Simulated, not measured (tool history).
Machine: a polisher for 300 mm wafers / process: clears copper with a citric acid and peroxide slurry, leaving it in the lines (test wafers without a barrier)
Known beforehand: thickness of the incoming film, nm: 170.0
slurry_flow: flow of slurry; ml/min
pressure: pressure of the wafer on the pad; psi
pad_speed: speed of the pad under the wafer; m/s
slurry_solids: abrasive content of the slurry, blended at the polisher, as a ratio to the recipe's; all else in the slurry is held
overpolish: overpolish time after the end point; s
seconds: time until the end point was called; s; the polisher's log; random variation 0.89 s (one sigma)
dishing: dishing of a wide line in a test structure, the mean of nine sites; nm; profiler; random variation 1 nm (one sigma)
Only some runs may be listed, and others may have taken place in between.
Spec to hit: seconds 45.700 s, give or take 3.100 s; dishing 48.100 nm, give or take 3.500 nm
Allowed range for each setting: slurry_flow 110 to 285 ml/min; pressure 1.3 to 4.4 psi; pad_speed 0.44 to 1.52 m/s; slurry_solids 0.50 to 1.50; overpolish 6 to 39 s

Run 1, hour 0.0: slurry_flow 180 ml/min, pressure 2.8 psi, pad_speed 0.98 m/s, slurry_solids 1.00, overpolish 20 s. Result: seconds 75.352 s, dishing 25.177 nm.
Run 2, hour 8.9: slurry_flow 180 ml/min, pressure 2.8 psi, pad_speed 0.98 m/s, slurry_solids 1.10, overpolish 20 s. Result: seconds 76.586 s, dishing 26.490 nm.
Run 3, hour 11.9: slurry_flow 215 ml/min, pressure 2.8 psi, pad_speed 0.98 m/s, slurry_solids 1.10, overpolish 20 s. Result: seconds 74.488 s, dishing 26.260 nm.
Run 4, hour 16.3: slurry_flow 215 ml/min, pressure 2.8 psi, pad_speed 0.98 m/s, slurry_solids 1.10, overpolish 23 s. Result: seconds 75.042 s, dishing 29.960 nm.
Run 5, hour 21.3: slurry_flow 215 ml/min, pressure 2.8 psi, pad_speed 0.98 m/s, slurry_solids 0.90, overpolish 23 s. Result: seconds 77.191 s, dishing 28.064 nm.
Run 6, hour 29.8: slurry_flow 215 ml/min, pressure 2.8 psi, pad_speed 0.98 m/s, slurry_solids 1.10, overpolish 23 s. Result: seconds 76.286 s, dishing 28.642 nm.
Run 7, hour 37.1: slurry_flow 215 ml/min, pressure 3.1 psi, pad_speed 1.00 m/s, slurry_solids 1.10, overpolish 24 s. Result: seconds 67.297 s, dishing 34.099 nm.
Run 8, hour 43.8: slurry_flow 215 ml/min, pressure 3.3 psi, pad_speed 1.00 m/s, slurry_solids 1.10, overpolish 24 s. Result: seconds 63.769 s, dishing 35.052 nm.
Run 9, hour 52.3: slurry_flow 215 ml/min, pressure 3.5 psi, pad_speed 1.00 m/s, slurry_solids 1.10, overpolish 24 s. Result: seconds 61.545 s, dishing 35.537 nm.
Run 10, hour 58.7: slurry_flow 215 ml/min, pressure 3.7 psi, pad_speed 1.02 m/s, slurry_solids 1.10, overpolish 24 s. Result: seconds 54.369 s, dishing 37.717 nm.
Run 11, hour 60.9: slurry_flow 215 ml/min, pressure 3.8 psi, pad_speed 1.02 m/s, slurry_solids 1.10, overpolish 25 s. Result: seconds 54.508 s, dishing 40.269 nm.
Run 12, hour 67.7: slurry_flow 215 ml/min, pressure 3.9 psi, pad_speed 1.02 m/s, slurry_solids 1.10, overpolish 25 s. Result: seconds 53.764 s, dishing 41.287 nm.

Of the 5 settings listed for the next run, only one would bring every result within its allowed miss of target. Which one?
Run A, hour 74.5: slurry_flow 215 ml/min, pressure 4.1 psi, pad_speed 1.08 m/s, slurry_solids 1.15, overpolish 22 s. Result: seconds ?, dishing ?.
Run B, hour 74.5: slurry_flow 230 ml/min, pressure 3.7 psi, pad_speed 1.38 m/s, slurry_solids 1.20, overpolish 26 s. Result: seconds ?, dishing ?.
Run C, hour 74.5: slurry_flow 210 ml/min, pressure 4.2 psi, pad_speed 1.10 m/s, slurry_solids 1.15, overpolish 21 s. Result: seconds ?, dishing ?.
Run D, hour 74.5: slurry_flow 210 ml/min, pressure 4.1 psi, pad_speed 1.10 m/s, slurry_solids 1.20, overpolish 28 s. Result: seconds ?, dishing ?.
Run E, hour 74.5: slurry_flow 260 ml/min, pressure 4.4 psi, pad_speed 1.20 m/s, slurry_solids 1.10, overpolish 17 s. Result: seconds ?, dishing ?.

move  seconds  dishing
   A   46.667   40.029
   B   39.997   47.924
   C   44.872   39.868
   D   45.595   46.761
   E   38.865   38.200
A: the furthest-off result lands on target, but another misses its tolerance
B: moves the result that the last run missed by most past its target, out the other side
C: the furthest-off result lands on target, but another misses its tolerance
D: all results land within tolerance of their targets
E: moves the result that the last run missed by most past its target, out the other side
The move that meets every target is D.
